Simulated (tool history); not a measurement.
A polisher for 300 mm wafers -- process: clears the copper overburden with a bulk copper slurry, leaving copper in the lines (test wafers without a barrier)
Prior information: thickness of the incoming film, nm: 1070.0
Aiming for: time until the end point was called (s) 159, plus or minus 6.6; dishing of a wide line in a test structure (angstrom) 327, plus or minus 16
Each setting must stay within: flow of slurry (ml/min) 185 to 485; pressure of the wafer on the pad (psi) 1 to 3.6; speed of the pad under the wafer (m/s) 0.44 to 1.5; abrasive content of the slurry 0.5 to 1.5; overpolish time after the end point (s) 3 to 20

run	hour	flow of slurry (ml/min)	pressure of the wafer on the pad (psi)	speed of the pad under the wafer (m/s)	abrasive content of the slurry	overpolish time after the end point (s)	time until the end point was called (s)	dishing of a wide line in a test structure (angstrom)
1	0	310	2.3	0.96	1	10	183.3	377.88
2	6.6	310	2.4	0.96	1	9	177.79	370.71
3	9.6	310	2.5	0.96	1	8	168.33	342.58
4	11.4	310	2.5	0.96	1	4	168.64	193.8
5	18.5	340	2.5	0.96	1	4	167.64	193.49
6	23.4	340	2.2	0.96	1	4	189.07	165.84
7	24.7	325	2.4	0.94	1	5	179.72	219.42
8	28.6	320	2.6	0.92	1	5	165.35	232.72
9	29.4	315	2.7	0.9	1	6	161.49	286.62
10	37.9	310	2.7	0.88	1	6	165.61	276.61
11	40.3	310	2.8	0.88	1	8	161.77	362.22
12	49.2	320	2.8	0.88	1	8	159.1	364.5
13	58	335	2.8	0.88	1	8	160.4	366.01

Next run, 5 choices. One meets every target within its allowed miss, the rest don't. Which?
A	66.8	335	2.5	0.92	0.95	7	?	?
B	66.8	345	3	0.84	0.95	8	?	?
C	66.8	320	2.4	1.1	1.15	7	?	?
D	66.8	380	2.7	0.72	1.1	7	?	?
E	66.8	375	2.6	0.96	1	6	?	?

move	time until the end point was called (s)	dishing of a wide line in a test structure (angstrom)
A	175.11	309.68
B	154.13	388.79
C	157.11	337.83
D	178.48	306.24
E	160.96	292.64
A: moves the result that the last run missed by most past its target, out the other side
B: moves away from the targets compared with the last run
C: every result lands within tolerance
D: moves the result that the last run missed by most past its target, out the other side
E: moves the result that the last run missed by most past its target, out the other side
The move that meets every target is C.

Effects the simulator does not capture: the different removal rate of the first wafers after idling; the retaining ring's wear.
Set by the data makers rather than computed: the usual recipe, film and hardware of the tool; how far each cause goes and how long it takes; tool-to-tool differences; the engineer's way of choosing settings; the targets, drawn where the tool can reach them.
